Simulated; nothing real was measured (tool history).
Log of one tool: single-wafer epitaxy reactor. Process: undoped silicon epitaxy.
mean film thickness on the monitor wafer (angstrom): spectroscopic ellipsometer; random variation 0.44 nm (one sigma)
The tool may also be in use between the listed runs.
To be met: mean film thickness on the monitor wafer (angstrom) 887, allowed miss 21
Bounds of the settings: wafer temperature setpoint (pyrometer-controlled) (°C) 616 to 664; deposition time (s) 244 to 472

run,hour,wafer temperature setpoint (pyrometer-controlled) (°C),deposition time (s),mean film thickness on the monitor wafer (angstrom)
1,0,640,358,606.86
2,8.9,636,358,559.87
3,15.8,638,358,583.69
4,20,640,358,605.69
5,21.9,640,389,665.31
6,24.3,641,389,675.4
7,33,642,389,683.89
8,36.5,643,389,697.8
9,38,644,389,710.13
10,43.9,645,389,726.33
11,47.2,646,389,742.16
12,54.6,647,389,759.38
13,61.5,648,389,771.43
14,62.7,649,389,789.17
15,69.4,650,389,800.43
16,74.7,651,389,812.27

Which of these 5 next moves meets every target?
A,80,649,378,?
B,80,648,401,?
C,80,650,408,?
D,80,653,390,?
E,80,659,362,?

move,mean film thickness on the monitor wafer (angstrom)
A,760.5
B,791.24
C,836.95
D,847.79
E,882.81
A: further off than the last run
B: further off than the last run
C: nearer than the last run, and not there yet
D: nearer than the last run, and not there yet
E: meets every target
Move E is the one to make.
